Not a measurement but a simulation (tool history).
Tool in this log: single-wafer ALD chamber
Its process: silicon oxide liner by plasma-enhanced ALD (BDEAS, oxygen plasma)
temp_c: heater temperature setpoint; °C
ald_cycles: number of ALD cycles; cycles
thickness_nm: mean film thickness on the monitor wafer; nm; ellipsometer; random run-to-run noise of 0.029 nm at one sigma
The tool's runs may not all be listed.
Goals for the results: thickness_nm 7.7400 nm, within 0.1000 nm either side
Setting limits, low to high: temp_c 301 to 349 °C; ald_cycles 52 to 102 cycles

run	hour	temp_c	ald_cycles	thickness_nm
1	0.0	325	77	7.2189
2	8.6	323	79	7.3810
3	17.2	323	80	7.5188
4	21.3	323	73	6.8679
5	27.2	323	77	7.2326
6	33.2	323	71	6.6985
7	36.5	322	75	7.0460
# hour 44.0: thermocouple changed; heater temperature recalibrated
8	44.0	322	77	7.2387
9	51.1	321	79	7.4170

Exactly one of the 5 candidate moves below puts every result within its allowed miss. Which one?
A	58.2	323	77	?
B	58.2	324	75	?
C	58.2	320	85	?
D	58.2	318	82	?
E	58.2	327	77	?

move	thickness_nm
A	7.1922
B	6.9952
C	7.9741
D	7.7150
E	7.1503
A: moves away from the targets compared with the last run
B: moves away from the targets compared with the last run
C: takes the biggest miss from the last run beyond its target
D: hits every target within its allowed miss
E: moves away from the targets compared with the last run
D is the move that brings every result within its allowed miss.
